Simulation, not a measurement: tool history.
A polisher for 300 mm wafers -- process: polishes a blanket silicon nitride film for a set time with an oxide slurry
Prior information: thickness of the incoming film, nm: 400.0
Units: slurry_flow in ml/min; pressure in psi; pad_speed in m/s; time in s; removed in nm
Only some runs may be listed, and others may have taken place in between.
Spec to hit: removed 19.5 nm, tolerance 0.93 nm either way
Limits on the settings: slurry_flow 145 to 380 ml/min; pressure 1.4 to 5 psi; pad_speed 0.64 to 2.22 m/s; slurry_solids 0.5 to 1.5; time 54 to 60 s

| run | hour | slurry_flow | pressure | pad_speed | slurry_solids | time | removed |
|---|---|---|---|---|---|---|---|
| 1 | 0 | 245 | 3.2 | 1.42 | 1 | 60 | 31.516 |
| 2 | 1.6 | 245 | 3.2 | 1.76 | 1 | 60 | 35.311 |
| 3 | 6.1 | 245 | 2.8 | 1.74 | 1 | 60 | 31.654 |
| 4 | 14.6 | 215 | 2.8 | 1.74 | 1 | 60 | 30.576 |
| 5 | 15.8 | 210 | 2.5 | 1.72 | 1 | 60 | 28.076 |
| 6 | 23.1 | 210 | 2.3 | 1.7 | 1 | 60 | 25.633 |
| 7 | 27.4 | 210 | 2.1 | 1.7 | 1 | 60 | 24.732 |
| 8 | 34.3 | 210 | 1.9 | 1.68 | 1 | 60 | 22.129 |
| 9 | 42.2 | 210 | 1.8 | 1.68 | 1 | 60 | 21.368 |
| 10 | 50.1 | 210 | 1.7 | 1.68 | 1 | 60 | 20.701 |

Which single option among these 5 for the next run brings every result within its allowed miss of target? Just one does.
| A | 58 | 165 | 1.5 | 1.64 | 0.85 | 60 | ? |
| B | 58 | 200 | 1.5 | 1.9 | 1.05 | 58 | ? |
| C | 58 | 245 | 1.7 | 1.6 | 0.8 | 54 | ? |
| D | 58 | 165 | 1.6 | 1.46 | 1 | 58 | ? |
| E | 58 | 210 | 1.7 | 1.44 | 1.05 | 55 | ? |

| move | removed |
|---|---|
| A | 16.721 |
| B | 19.67 |
| C | 16.672 |
| D | 16.808 |
| E | 17.364 |
A: the result that was furthest off in the last run now lies on the other side of its target
B: all results in spec
C: the result that was furthest off in the last run now lies on the other side of its target
D: the result that was furthest off in the last run now lies on the other side of its target
E: the result that was furthest off in the last run now lies on the other side of its target
Go with B: it meets all targets.

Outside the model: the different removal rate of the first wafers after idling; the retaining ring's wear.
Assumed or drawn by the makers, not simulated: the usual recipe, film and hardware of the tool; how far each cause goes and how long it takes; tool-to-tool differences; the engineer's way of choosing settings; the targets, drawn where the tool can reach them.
